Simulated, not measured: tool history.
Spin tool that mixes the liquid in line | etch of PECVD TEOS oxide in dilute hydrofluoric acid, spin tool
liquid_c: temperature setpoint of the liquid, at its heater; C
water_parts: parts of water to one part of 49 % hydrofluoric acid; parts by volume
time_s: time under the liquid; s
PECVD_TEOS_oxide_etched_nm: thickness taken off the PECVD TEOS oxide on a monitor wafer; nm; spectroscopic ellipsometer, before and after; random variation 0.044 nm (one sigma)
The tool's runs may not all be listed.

Run 1, hour 0.0: liquid_c 23.0 C, water_parts 275 parts by volume, time_s 260 s. Result: PECVD_TEOS_oxide_etched_nm 9.9546 nm.
Run 2, hour 6.7: liquid_c 24.5 C, water_parts 275 parts by volume, time_s 260 s. Result: PECVD_TEOS_oxide_etched_nm 10.4600 nm.
Run 3, hour 7.6: liquid_c 24.5 C, water_parts 275 parts by volume, time_s 260 s. Result: PECVD_TEOS_oxide_etched_nm 10.5140 nm.
Run 4, hour 12.1: liquid_c 24.5 C, water_parts 275 parts by volume, time_s 260 s. Result: PECVD_TEOS_oxide_etched_nm 10.5150 nm.
Run 5, hour 15.5: liquid_c 24.5 C, water_parts 275 parts by volume, time_s 280 s. Result: PECVD_TEOS_oxide_etched_nm 11.3550 nm.
Run 6, hour 18.7: liquid_c 25.5 C, water_parts 275 parts by volume, time_s 280 s. Result: PECVD_TEOS_oxide_etched_nm 11.7040 nm.
Run 7, hour 24.2: liquid_c 26.5 C, water_parts 275 parts by volume, time_s 280 s. Result: PECVD_TEOS_oxide_etched_nm 12.1040 nm.
Run 8, hour 32.2: liquid_c 27.0 C, water_parts 275 parts by volume, time_s 280 s. Result: PECVD_TEOS_oxide_etched_nm 12.3030 nm.
Run 9, hour 39.1: liquid_c 27.5 C, water_parts 275 parts by volume, time_s 280 s. Result: PECVD_TEOS_oxide_etched_nm 12.5690 nm.

Run 10 comes next. What will it give?
Run 10, hour 46.6: liquid_c 28.0 C, water_parts 275 parts by volume, time_s 280 s. Result: PECVD_TEOS_oxide_etched_nm ?.

PECVD_TEOS_oxide_etched_nm: 12.7510 nm

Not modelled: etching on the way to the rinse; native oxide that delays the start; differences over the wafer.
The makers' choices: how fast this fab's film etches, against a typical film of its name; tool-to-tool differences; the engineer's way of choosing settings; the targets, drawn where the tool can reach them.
